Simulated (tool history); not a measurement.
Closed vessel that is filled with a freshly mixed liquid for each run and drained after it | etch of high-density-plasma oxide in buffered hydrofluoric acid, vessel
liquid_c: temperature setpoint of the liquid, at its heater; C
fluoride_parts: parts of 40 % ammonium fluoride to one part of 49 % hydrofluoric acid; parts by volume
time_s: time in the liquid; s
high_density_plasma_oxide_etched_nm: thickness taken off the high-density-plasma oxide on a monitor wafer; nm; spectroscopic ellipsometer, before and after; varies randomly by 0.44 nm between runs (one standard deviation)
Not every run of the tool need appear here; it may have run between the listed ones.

run	hour	liquid_c	fluoride_parts	time_s	high_density_plasma_oxide_etched_nm
1	0	22	9.5	35	41.739
2	8.7	22	7.5	35	53.108
3	13.2	23.5	7.5	35	57.727
4	21.5	24.5	7.5	35	60.356
5	29	21	7.5	35	49.668
6	30.7	23	7.5	35	55.94
7	37.3	24	7.5	35	58.824
8	44.3	24	7.5	35	58.214
9	46.8	25	7.5	35	62.338

Run 10 comes next. What will it give?
10	54.4	25.5	7.5	35	?

{"run 10": {"high_density_plasma_oxide_etched_nm": 64.027}}
